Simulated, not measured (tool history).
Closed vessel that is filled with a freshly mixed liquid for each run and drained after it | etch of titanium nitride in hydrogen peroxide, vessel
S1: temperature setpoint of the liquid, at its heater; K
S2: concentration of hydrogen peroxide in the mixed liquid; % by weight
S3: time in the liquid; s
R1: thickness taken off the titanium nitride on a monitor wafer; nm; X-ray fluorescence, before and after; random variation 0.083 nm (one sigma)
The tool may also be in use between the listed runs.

{"run": 1, "day": 0.0, "S1": 315.15, "S2": 16.5, "S3": 625, "R1": 9.7246}
{"run": 2, "day": 0.358, "S1": 308.65, "S2": 16.5, "S3": 625, "R1": 5.8489}
{"run": 3, "day": 0.492, "S1": 310.15, "S2": 16.5, "S3": 625, "R1": 6.588}
{"run": 4, "day": 0.554, "S1": 310.15, "S2": 16.5, "S3": 480, "R1": 5.1581}
{"run": 5, "day": 0.754, "S1": 310.15, "S2": 14, "S3": 480, "R1": 4.9456}
{"run": 6, "day": 0.838, "S1": 311.65, "S2": 14, "S3": 480, "R1": 5.6152}
{"run": 7, "day": 1.142, "S1": 313.15, "S2": 14, "S3": 480, "R1": 6.2663}
{"run": 8, "day": 1.225, "S1": 314.15, "S2": 14, "S3": 480, "R1": 6.6891}
{"run": 9, "day": 1.262, "S1": 315.15, "S2": 14, "S3": 480, "R1": 7.2405}

Forecast run 10:
{"run": 10, "day": 1.358, "S1": 316.15, "S2": 14, "S3": 480, "R1": "?"}

{"run 10": {"R1": 7.8627}}
